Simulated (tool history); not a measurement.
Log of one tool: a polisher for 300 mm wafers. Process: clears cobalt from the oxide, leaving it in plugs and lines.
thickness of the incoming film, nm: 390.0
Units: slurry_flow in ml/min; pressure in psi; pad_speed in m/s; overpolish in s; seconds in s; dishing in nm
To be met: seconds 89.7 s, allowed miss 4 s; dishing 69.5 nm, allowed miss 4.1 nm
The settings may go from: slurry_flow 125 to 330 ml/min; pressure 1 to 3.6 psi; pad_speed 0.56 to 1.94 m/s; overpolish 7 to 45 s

run 1 hour=0 | slurry_flow=210 pressure=2.3 pad_speed=1.24 overpolish=23 | seconds=49.071 dishing=71.108
run 2 hour=8.2 | slurry_flow=210 pressure=2 pad_speed=1.22 overpolish=25 | seconds=56.572 dishing=69.978
run 3 hour=10.5 | slurry_flow=210 pressure=1.8 pad_speed=1.2 overpolish=28 | seconds=63.137 dishing=71.553
run 4 hour=12.9 | slurry_flow=210 pressure=1.6 pad_speed=1.2 overpolish=29 | seconds=70.82 dishing=69.802
run 5 hour=17.2 | slurry_flow=210 pressure=1.5 pad_speed=1.2 overpolish=30 | seconds=75.048 dishing=67.658
run 6 hour=20.8 | slurry_flow=210 pressure=1 pad_speed=1.2 overpolish=30 | seconds=111.77 dishing=59.572
run 7 hour=21.8 | slurry_flow=210 pressure=1.1 pad_speed=1.2 overpolish=32 | seconds=101.93 dishing=62.657
run 8 hour=25.1 | slurry_flow=210 pressure=1.1 pad_speed=1.2 overpolish=34 | seconds=99.975 dishing=62.827
run 9 hour=32.4 | slurry_flow=210 pressure=1.1 pad_speed=1.18 overpolish=37 | seconds=102.17 dishing=67.824
run 10 hour=34 | slurry_flow=210 pressure=1.2 pad_speed=1.18 overpolish=36 | seconds=93.015 dishing=67.113
run 11 hour=38 | slurry_flow=210 pressure=1.2 pad_speed=1.18 overpolish=37 | seconds=92.595 dishing=67.345
run 12 hour=38.8 | slurry_flow=210 pressure=1.2 pad_speed=1.18 overpolish=38 | seconds=93.334 dishing=68.75

5 next moves are on the table. One of them brings every result within its allowed miss. Which?
run A hour=39.6 | slurry_flow=170 pressure=1.2 pad_speed=1.06 overpolish=45 | seconds=? dishing=?
run B hour=39.6 | slurry_flow=240 pressure=1.2 pad_speed=1.1 overpolish=40 | seconds=? dishing=?
run C hour=39.6 | slurry_flow=185 pressure=1.4 pad_speed=0.9 overpolish=39 | seconds=? dishing=?
run D hour=39.6 | slurry_flow=230 pressure=1.3 pad_speed=1.1 overpolish=39 | seconds=? dishing=?
run E hour=39.6 | slurry_flow=200 pressure=1.1 pad_speed=1.26 overpolish=45 | seconds=? dishing=?

move=A seconds=104.93 dishing=69.113
move=B seconds=97.251 dishing=68.374
move=C seconds=99.886 dishing=67.426
move=D seconds=90.625 dishing=69.052
move=E seconds=98.071 dishing=70.122
A: further off than the last run
B: further off than the last run
C: further off than the last run
D: meets every target
E: further off than the last run
Answer: D

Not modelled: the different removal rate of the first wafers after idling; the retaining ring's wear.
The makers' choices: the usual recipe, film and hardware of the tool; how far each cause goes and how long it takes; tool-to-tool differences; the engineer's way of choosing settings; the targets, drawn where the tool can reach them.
